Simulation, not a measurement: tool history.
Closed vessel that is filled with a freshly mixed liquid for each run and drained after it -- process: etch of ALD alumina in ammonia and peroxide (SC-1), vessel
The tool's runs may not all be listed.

run  hour  temperature setpoint of the liquid (°C)  parts of 29 % ammonia solution to one part of 30 % peroxide (parts by volume)  time in the liquid (s)  thickness taken off the ALD alumina on a monitor wafer (Å)
  1     0                                       54                                                                            0.5                     125                                                      112.48
  2   4.8                                       54                                                                            0.5                     125                                                      110.66
  3   8.1                                       54                                                                            0.5                     125                                                      111.75
  4  15.7                                       53                                                                            0.5                     125                                                      106.28
  5  21.1                                     59.5                                                                            0.5                     125                                                      147.04
  6  21.9                                     59.5                                                                            0.5                     135                                                       159.7
  7  30.6                                     57.5                                                                            0.5                     135                                                      144.99
  8  31.8                                       56                                                                            0.5                     135                                                      132.94

Run 9 has not been measured yet. What should we expect?
  9  39.2                                     54.5                                                                            0.5                     135                                                           ?

{"run 9": {"thickness taken off the ALD alumina on a monitor wafer (Å)": 125.4}}
